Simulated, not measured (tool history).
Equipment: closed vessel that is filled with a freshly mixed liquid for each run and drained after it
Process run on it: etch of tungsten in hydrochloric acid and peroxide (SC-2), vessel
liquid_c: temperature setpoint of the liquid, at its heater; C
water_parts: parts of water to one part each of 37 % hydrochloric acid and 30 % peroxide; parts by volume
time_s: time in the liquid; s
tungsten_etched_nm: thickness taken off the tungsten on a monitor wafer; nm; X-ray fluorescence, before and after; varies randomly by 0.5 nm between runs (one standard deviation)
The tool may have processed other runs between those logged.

run  hour  liquid_c  water_parts  time_s  tungsten_etched_nm
  1     0        57           11     165              84.119
  2   7.6        56           11     165              78.974
  3    13        55           11     165              75.391
  4  18.6        54           11     165              68.877
  5  27.8      53.5           11     165               67.44
  6    37        53           11     165              64.925

Run 7, settings as shown, results not yet in. Your forecast:
  7  41.7      52.5           11     165                   ?

tungsten_etched_nm: 64.1 nm
